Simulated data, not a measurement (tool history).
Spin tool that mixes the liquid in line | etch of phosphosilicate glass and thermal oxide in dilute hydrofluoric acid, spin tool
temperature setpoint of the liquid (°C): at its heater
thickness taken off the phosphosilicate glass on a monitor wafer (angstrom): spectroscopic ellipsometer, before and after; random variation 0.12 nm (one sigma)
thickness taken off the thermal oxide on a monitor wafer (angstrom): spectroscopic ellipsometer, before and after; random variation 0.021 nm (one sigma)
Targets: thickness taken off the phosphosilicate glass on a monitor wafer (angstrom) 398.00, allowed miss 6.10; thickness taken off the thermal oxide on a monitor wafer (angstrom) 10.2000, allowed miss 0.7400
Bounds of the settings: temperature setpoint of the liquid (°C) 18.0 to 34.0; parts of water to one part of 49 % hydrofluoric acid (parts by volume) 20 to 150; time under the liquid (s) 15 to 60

run  hour  temperature setpoint of the liquid (°C)  parts of water to one part of 49 % hydrofluoric acid (parts by volume)  time under the liquid (s)  thickness taken off the phosphosilicate glass on a monitor wafer (angstrom)  thickness taken off the thermal oxide on a monitor wafer (angstrom)
  1   0.0                                     26.0                                                                      85                         30                                                                       714.66                                                              18.2700
  2   1.3                                     24.5                                                                      90                         30                                                                       631.86                                                              15.3850
  3   4.2                                     24.5                                                                      90                         25                                                                       528.61                                                              13.4180
  4   6.3                                     24.5                                                                      65                         25                                                                       749.83                                                              18.9490
  5  11.8                                     27.0                                                                      65                         25                                                                       828.62                                                              21.6380
  6  16.8                                     29.0                                                                      65                         25                                                                       899.34                                                              23.2540
  7  22.8                                     27.0                                                                      70                         25                                                                       768.19                                                              19.6730
  8  27.7                                     25.5                                                                      75                         25                                                                       669.15                                                              16.8960
  9  31.9                                     24.0                                                                      80                         25                                                                       585.87                                                              15.2300
 10  35.0                                     23.0                                                                      80                         25                                                                       563.35                                                              14.3970
 11  42.6                                     22.0                                                                      80                         25                                                                       539.44                                                              13.2430
 12  43.5                                     21.5                                                                      80                         25                                                                       529.01                                                              13.4070
 13  48.0                                     21.0                                                                      80                         25                                                                       518.26                                                              13.0810
 14  54.9                                     21.0                                                                      80                         25                                                                       520.62                                                              13.5860
 15  55.7                                     21.0                                                                      80                         25                                                                       518.90                                                              13.6690
 16  62.2                                     20.5                                                                      80                         25                                                                       505.42                                                              12.8710
     67.1  -- hydrofluoric acid flow meter replaced
 17  67.1                                     20.0                                                                      80                         25                                                                       455.08                                                              11.6070
 18  70.6                                     20.0                                                                      80                         25                                                                       455.25                                                              11.5000
 19  77.6                                     19.5                                                                      80                         25                                                                       444.12                                                              11.6560

4 next moves are on the table. One of them brings every result within its allowed miss. Which?
  A  84.6                                     23.0                                                                      85                         25                                                                            ?                                                                    ?
  B  84.6                                     18.0                                                                      55                         20                                                                            ?                                                                    ?
  C  84.6                                     22.5                                                                     105                         25                                                                            ?                                                                    ?
  D  84.6                                     19.5                                                                     105                         30                                                                            ?                                                                    ?

move  thickness taken off the phosphosilicate glass on a monitor wafer (angstrom)  thickness taken off the thermal oxide on a monitor wafer (angstrom)
   A                                                                       479.82                                                              12.5060
   B                                                                       498.95                                                              13.0050
   C                                                                       371.66                                                               9.6871
   D                                                                       394.88                                                              10.2920
A: further off than the last run
B: further off than the last run
C: takes the result that was furthest off past its target
D: meets every target
The right move is D.
